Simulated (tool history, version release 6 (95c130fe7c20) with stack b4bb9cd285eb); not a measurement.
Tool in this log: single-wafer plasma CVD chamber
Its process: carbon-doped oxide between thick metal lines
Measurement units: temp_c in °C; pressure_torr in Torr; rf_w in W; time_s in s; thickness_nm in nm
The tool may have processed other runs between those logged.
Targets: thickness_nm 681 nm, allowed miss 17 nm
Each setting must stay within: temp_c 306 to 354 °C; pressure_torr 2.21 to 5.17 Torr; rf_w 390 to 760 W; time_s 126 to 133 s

run,hour,temp_c,pressure_torr,rf_w,time_s,thickness_nm
1,0,330,3.69,575,133,788.65
2,4.5,331,3.61,560,133,771.17
3,9,331,3.61,560,133,773.95
4,14.5,332,3.55,550,133,763.28
5,19,333,3.51,540,133,741.85
6,21.8,333,2.95,540,133,731.24
7,25.7,334,2.9,535,133,721.25
8,29.7,335,2.86,530,133,713.92

Exercise: of the 4 proposed moves below, exactly one satisfies all targets within the stated allowed misses. Which move is it?
A,33.7,333,3.23,525,126,?
B,33.7,322,3.5,435,127,?
C,33.7,343,2.99,475,129,?
D,33.7,340,2.74,495,126,?

move,thickness_nm
A,689.79
B,650.98
C,637.48
D,638.59
A: every result lands within tolerance
B: the result that was furthest off in the last run now lies on the other side of its target
C: the result that was furthest off in the last run now lies on the other side of its target
D: the result that was furthest off in the last run now lies on the other side of its target
Move A is the one to make.
